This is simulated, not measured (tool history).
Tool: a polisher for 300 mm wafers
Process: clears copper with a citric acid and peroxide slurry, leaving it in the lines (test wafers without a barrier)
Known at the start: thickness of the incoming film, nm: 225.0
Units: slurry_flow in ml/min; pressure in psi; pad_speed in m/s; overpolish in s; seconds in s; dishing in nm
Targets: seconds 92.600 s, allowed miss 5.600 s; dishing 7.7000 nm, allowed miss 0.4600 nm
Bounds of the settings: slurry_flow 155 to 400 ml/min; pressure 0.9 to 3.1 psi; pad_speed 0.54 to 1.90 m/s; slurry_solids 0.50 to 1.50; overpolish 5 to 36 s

run  hour  slurry_flow  pressure  pad_speed  slurry_solids  overpolish  seconds  dishing
  1   0.0          255       2.0       1.22           1.00          18   93.347  22.8650
  2   2.4          255       2.0       1.22           0.85          18   99.465  21.5480
  3   7.1          255       1.8       1.32           0.80          16   99.166  20.1970
  4  10.5          255       1.4       1.32           0.80          16  129.600  15.5170
  5  18.7          280       1.3       1.36           0.90          14  127.380  13.9910
  6  22.0          280       1.3       1.36           0.90          10  132.830  10.9710
  7  26.1          300       1.2       1.42           1.00           9  128.130   9.5181
  8  31.4          310       1.2       1.44           1.05           8  126.190   8.9226

Which of these 5 next moves meets every target?
  A  36.7          310       1.3       1.10           0.95          13        ?        ?
  B  36.7          290       1.0       1.32           0.90          13        ?        ?
  C  36.7          245       1.5       0.92           0.90          11        ?        ?
  D  36.7          350       1.4       1.62           1.20           5        ?        ?
  E  36.7          300       1.1       1.32           1.05          11        ?        ?

move  seconds  dishing
   A  154.440  11.2590
   B  169.830  10.2470
   C  165.890   9.1743
   D   92.850   7.5733
   E  149.080   9.9647
A: further off than the last run
B: further off than the last run
C: further off than the last run
D: meets every target
E: further off than the last run
Answer: D
